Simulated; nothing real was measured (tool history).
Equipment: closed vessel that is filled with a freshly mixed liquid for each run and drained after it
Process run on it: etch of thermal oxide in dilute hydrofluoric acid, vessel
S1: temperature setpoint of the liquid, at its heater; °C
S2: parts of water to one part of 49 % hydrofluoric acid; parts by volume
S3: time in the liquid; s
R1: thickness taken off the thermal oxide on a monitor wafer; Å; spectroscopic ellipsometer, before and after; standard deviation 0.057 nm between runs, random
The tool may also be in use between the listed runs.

Run 1, hour 0: S1 21 °C, S2 255 parts by volume, S3 830 s. Result: R1 130.69 Å.
Run 2, hour 2.4: S1 20.5 °C, S2 275 parts by volume, S3 830 s. Result: R1 116.22 Å.
Run 3, hour 7: S1 20 °C, S2 295 parts by volume, S3 830 s. Result: R1 105.02 Å.
Run 4, hour 9.1: S1 21.5 °C, S2 295 parts by volume, S3 830 s. Result: R1 112.01 Å.
Run 5, hour 13.7: S1 21.5 °C, S2 295 parts by volume, S3 830 s. Result: R1 110.51 Å.
Run 6, hour 16: S1 20 °C, S2 295 parts by volume, S3 830 s. Result: R1 102.63 Å.
Run 7, hour 19.1: S1 20 °C, S2 295 parts by volume, S3 830 s. Result: R1 103.17 Å.

The next listed run, before its measurement:
Run 8, hour 26.7: S1 19.5 °C, S2 310 parts by volume, S3 830 s. Result: R1 ?.

Run 8 yielded R1 95.774 Å.
